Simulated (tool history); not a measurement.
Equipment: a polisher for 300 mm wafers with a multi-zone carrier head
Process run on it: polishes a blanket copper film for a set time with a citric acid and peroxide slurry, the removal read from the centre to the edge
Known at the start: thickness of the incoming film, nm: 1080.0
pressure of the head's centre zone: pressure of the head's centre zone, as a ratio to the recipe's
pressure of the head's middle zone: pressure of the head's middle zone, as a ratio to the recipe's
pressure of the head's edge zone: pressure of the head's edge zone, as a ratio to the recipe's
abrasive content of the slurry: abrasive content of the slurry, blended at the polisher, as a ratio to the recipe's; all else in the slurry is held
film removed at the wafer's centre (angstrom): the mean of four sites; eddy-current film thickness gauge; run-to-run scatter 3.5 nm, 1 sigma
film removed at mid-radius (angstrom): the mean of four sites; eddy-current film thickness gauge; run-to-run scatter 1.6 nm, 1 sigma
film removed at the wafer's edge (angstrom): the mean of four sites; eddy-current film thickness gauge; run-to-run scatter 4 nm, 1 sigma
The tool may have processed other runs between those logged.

run	hour	flow of slurry (ml/min)	pressure of the head's centre zone	pressure of the head's middle zone	pressure of the head's edge zone	abrasive content of the slurry	polishing time (s)	film removed at the wafer's centre (angstrom)	film removed at mid-radius (angstrom)	film removed at the wafer's edge (angstrom)
1	0.0	170	1.00	1.00	1.00	1.00	68	2299.8	2396.0	2393.0
2	6.3	190	1.00	1.00	1.00	1.00	68	2338.3	2430.4	2352.0
3	10.4	180	1.01	0.99	1.02	1.05	69	2369.8	2450.7	2405.8
4	14.3	170	1.01	0.96	1.04	1.05	71	2430.9	2403.3	2526.0
5	21.3	135	1.01	0.96	1.04	1.05	71	2238.7	2297.0	2431.8
6	28.7	135	1.01	0.96	1.04	1.05	81	2655.8	2622.9	2719.2
7	33.9	135	1.01	0.95	1.06	1.10	81	2632.0	2661.6	2847.8
8	42.9	135	1.02	0.94	1.07	1.10	81	2709.8	2608.2	2861.4

Predict the results of run 9:
9	43.9	135	1.02	0.94	1.07	1.10	81	?	?	?

{"run 9": {"film removed at the wafer's centre (angstrom)": 2688.3, "film removed at mid-radius (angstrom)": 2657.3, "film removed at the wafer's edge (angstrom)": 2830.5}}
